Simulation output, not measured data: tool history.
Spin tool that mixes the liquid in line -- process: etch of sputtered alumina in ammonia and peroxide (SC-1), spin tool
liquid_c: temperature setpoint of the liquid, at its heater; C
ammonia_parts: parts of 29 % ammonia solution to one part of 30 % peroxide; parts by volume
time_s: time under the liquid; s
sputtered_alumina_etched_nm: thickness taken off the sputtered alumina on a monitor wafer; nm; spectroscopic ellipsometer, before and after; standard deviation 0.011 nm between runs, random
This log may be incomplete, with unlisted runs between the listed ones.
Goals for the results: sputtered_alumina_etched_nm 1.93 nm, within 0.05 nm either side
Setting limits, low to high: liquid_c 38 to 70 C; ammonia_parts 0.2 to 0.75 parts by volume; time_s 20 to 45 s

run  hour  liquid_c  ammonia_parts  time_s  sputtered_alumina_etched_nm
  1     0        54           0.45      45                       3.1607
  2   4.4        54            0.4      45                       3.0948
  3  11.7        51            0.4      45                       2.6674
  4  18.3        51           0.55      45                       2.7464
  5  19.5        47           0.55      45                       2.1927
  6  22.1        47           0.55      20                      0.99274
  7  28.5        49           0.55      20                       1.0968
  8    33        57           0.55      20                       1.6708
  9  41.6        57           0.55      20                       1.6666

4 next moves are on the table. One of them brings every result within its allowed miss. Which?
  A  50.2      55.5           0.25      20                            ?
  B  50.2      59.5            0.6      20                            ?
  C  50.2        58           0.55      20                            ?
  D  50.2      57.5            0.6      20                            ?

move  sputtered_alumina_etched_nm
   A                       1.4394
   B                       1.9276
   C                       1.7689
   D                       1.7376
A: lands further from the targets than the last run did
B: every result lands within tolerance
C: moves toward the targets from the last run without getting all of them in spec
D: moves toward the targets from the last run without getting all of them in spec
Answer: B

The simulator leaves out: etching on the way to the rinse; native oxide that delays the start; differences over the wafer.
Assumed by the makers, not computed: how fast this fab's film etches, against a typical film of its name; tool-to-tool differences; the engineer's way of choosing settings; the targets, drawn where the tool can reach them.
